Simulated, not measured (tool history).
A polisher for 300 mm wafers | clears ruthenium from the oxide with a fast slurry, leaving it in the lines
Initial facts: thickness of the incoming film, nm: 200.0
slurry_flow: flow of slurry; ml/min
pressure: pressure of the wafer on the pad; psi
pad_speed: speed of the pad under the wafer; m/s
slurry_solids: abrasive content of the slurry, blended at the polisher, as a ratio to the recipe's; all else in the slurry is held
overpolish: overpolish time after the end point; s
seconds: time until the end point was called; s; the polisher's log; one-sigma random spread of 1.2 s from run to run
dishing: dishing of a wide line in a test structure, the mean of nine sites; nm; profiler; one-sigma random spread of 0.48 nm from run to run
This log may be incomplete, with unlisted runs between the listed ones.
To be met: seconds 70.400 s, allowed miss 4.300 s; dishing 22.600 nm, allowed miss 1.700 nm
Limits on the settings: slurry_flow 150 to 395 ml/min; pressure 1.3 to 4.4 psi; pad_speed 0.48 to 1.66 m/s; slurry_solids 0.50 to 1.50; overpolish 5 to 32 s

| run | hour | slurry_flow | pressure | pad_speed | slurry_solids | overpolish | seconds | dishing |
|---|---|---|---|---|---|---|---|---|
| 1 | 0.0 | 250 | 2.8 | 1.06 | 1.00 | 16 | 48.803 | 36.858 |
| 2 | 5.0 | 250 | 2.8 | 0.96 | 1.00 | 16 | 55.273 | 37.110 |
| 3 | 7.5 | 250 | 2.6 | 0.98 | 1.00 | 14 | 56.631 | 30.120 |
| 4 | 8.4 | 250 | 2.6 | 0.88 | 1.00 | 14 | 61.887 | 28.703 |
| 5 | 16.5 | 250 | 3.0 | 0.88 | 1.00 | 14 | 56.752 | 31.476 |
| 6 | 22.2 | 250 | 2.5 | 0.88 | 1.00 | 14 | 66.482 | 28.212 |
| 7 | 23.9 | 250 | 2.5 | 0.88 | 1.00 | 13 | 67.867 | 27.000 |
| 8 | 29.1 | 250 | 2.5 | 0.88 | 1.00 | 12 | 66.101 | 24.996 |

Below are 5 possible settings for the next run. Only one of them brings all results inside the allowed miss of their targets. Which is it?
| A | 34.3 | 225 | 2.5 | 0.94 | 1.15 | 8 | ? | ? |
| B | 34.3 | 295 | 2.7 | 0.92 | 0.95 | 11 | ? | ? |
| C | 34.3 | 240 | 2.8 | 0.88 | 0.95 | 10 | ? | ? |
| D | 34.3 | 250 | 2.4 | 0.92 | 1.05 | 14 | ? | ? |
| E | 34.3 | 230 | 2.4 | 0.86 | 1.00 | 11 | ? | ? |

| move | seconds | dishing |
|---|---|---|
| A | 57.586 | 20.177 |
| B | 57.957 | 25.839 |
| C | 60.215 | 23.297 |
| D | 62.934 | 29.079 |
| E | 69.926 | 22.315 |
A: moves the result that the last run missed by most past its target, out the other side
B: moves away from the targets compared with the last run
C: meets the target for the result that was furthest off, but another lies outside its allowed miss
D: moves away from the targets compared with the last run
E: meets every target
So the answer is move E, the one that meets all the targets.

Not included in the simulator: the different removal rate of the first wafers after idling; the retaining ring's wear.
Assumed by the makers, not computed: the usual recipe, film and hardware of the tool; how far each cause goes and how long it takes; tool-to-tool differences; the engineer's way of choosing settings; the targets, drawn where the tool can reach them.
